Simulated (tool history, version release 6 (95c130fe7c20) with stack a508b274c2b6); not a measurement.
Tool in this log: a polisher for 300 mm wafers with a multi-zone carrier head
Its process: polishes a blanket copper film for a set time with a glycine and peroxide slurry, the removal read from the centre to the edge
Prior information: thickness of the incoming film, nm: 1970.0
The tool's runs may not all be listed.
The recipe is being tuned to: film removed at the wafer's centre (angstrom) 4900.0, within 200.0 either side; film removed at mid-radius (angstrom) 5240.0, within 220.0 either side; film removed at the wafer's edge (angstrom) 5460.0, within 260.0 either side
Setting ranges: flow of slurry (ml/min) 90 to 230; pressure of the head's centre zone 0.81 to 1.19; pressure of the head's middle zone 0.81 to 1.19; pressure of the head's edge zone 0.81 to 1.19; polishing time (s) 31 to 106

| run | day | flow of slurry (ml/min) | pressure of the head's centre zone | pressure of the head's middle zone | pressure of the head's edge zone | polishing time (s) | film removed at the wafer's centre (angstrom) | film removed at mid-radius (angstrom) | film removed at the wafer's edge (angstrom) |
|---|---|---|---|---|---|---|---|---|---|
| 1 | 0.000 | 150 | 1.00 | 1.00 | 1.00 | 68 | 3123.0 | 3177.7 | 3193.8 |
| 2 | 0.308 | 155 | 0.99 | 1.01 | 1.05 | 78 | 3629.2 | 3720.4 | 3786.4 |
| 3 | 0.379 | 155 | 0.99 | 0.96 | 1.05 | 78 | 3630.6 | 3571.6 | 3771.7 |
| 4 | 0.679 | 190 | 0.99 | 0.96 | 1.05 | 78 | 3716.0 | 3643.1 | 3823.6 |
|  | 0.900 | worn pad replaced by a new one |
| 5 | 0.900 | 185 | 0.97 | 0.98 | 1.07 | 86 | 4225.6 | 4367.6 | 4450.1 |
| 6 | 1.075 | 185 | 0.96 | 0.98 | 1.10 | 89 | 4387.9 | 4394.4 | 4766.0 |
| 7 | 1.271 | 190 | 0.96 | 1.02 | 1.12 | 91 | 4515.8 | 4715.9 | 4757.7 |
| 8 | 1.538 | 190 | 0.95 | 1.01 | 1.12 | 94 | 4565.6 | 4860.1 | 5046.3 |
| 9 | 1.579 | 190 | 0.95 | 1.01 | 1.13 | 96 | 4813.0 | 5006.4 | 5176.6 |
| 10 | 1.838 | 195 | 0.94 | 1.01 | 1.14 | 97 | 4745.5 | 5032.1 | 5311.1 |

Which of these 5 next moves meets every target?
| A | 2.096 | 220 | 0.91 | 1.12 | 1.12 | 92 | ? | ? | ? |
| B | 2.096 | 195 | 0.85 | 0.94 | 1.19 | 100 | ? | ? | ? |
| C | 2.096 | 180 | 0.89 | 1.06 | 1.17 | 99 | ? | ? | ? |
| D | 2.096 | 205 | 0.88 | 0.88 | 1.19 | 100 | ? | ? | ? |
| E | 2.096 | 215 | 0.94 | 1.00 | 1.17 | 99 | ? | ? | ? |

| move | film removed at the wafer's centre (angstrom) | film removed at mid-radius (angstrom) | film removed at the wafer's edge (angstrom) |
|---|---|---|---|
| A | 4502.7 | 5250.6 | 5043.0 |
| B | 4474.6 | 4835.4 | 5596.5 |
| C | 4577.0 | 5228.6 | 5430.6 |
| D | 4671.3 | 4611.3 | 5632.4 |
| E | 4984.5 | 5113.0 | 5546.0 |
A: the furthest-off result lands on target, but another misses its tolerance
B: moves away from the targets compared with the last run
C: the furthest-off result lands on target, but another misses its tolerance
D: moves away from the targets compared with the last run
E: every result within its allowed miss
Correct choice: E, which meets every target

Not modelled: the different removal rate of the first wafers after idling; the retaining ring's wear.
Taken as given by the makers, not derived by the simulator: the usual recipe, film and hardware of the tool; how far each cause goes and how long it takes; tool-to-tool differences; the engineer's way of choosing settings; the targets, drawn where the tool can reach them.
